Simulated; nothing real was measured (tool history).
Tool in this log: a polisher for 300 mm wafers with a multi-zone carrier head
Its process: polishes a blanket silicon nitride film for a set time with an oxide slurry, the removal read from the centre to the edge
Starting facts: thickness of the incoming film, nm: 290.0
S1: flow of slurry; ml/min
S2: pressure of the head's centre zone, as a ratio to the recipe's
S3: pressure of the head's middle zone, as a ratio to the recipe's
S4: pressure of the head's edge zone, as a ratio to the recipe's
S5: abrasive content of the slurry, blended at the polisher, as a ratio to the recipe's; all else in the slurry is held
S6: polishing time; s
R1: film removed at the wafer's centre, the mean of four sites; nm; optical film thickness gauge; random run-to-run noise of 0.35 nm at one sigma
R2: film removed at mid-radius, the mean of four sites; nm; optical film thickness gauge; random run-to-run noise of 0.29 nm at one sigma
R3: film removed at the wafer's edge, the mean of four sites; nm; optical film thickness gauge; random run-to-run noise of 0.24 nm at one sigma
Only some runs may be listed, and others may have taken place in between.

run,hour,S1,S2,S3,S4,S5,S6,R1,R2,R3
1,0,185,1,1,1,1,41,16.304,16.534,16.515
2,3,185,1,1,1,1.15,41,16.809,17.885,17.433
3,8.4,195,1.04,1.01,1.04,1.25,43,19.386,20.061,19.45
4,15.5,200,1.05,1.02,1.07,1.35,44,20.267,20.831,21.081
5,21.4,230,1.05,1.02,1.07,1.35,44,20.739,20.955,20.866
6,27,230,1.06,1.04,1.08,1.4,45,22.348,22.042,21.834
7,29.3,225,1.05,1.06,1.09,1.45,46,23.323,23.348,22.678
8,36.3,220,1.03,1.07,1.1,1.45,47,22.383,24.328,23.022
9,41.8,220,1.04,1.07,1.11,1.45,48,23.762,25.159,23.971

For run 10, what comes out?
10,44.2,220,1.04,1.07,1.12,1.45,48,?,?,?

R1: 23.596 nm
R2: 24.768 nm
R3: 24.243 nm
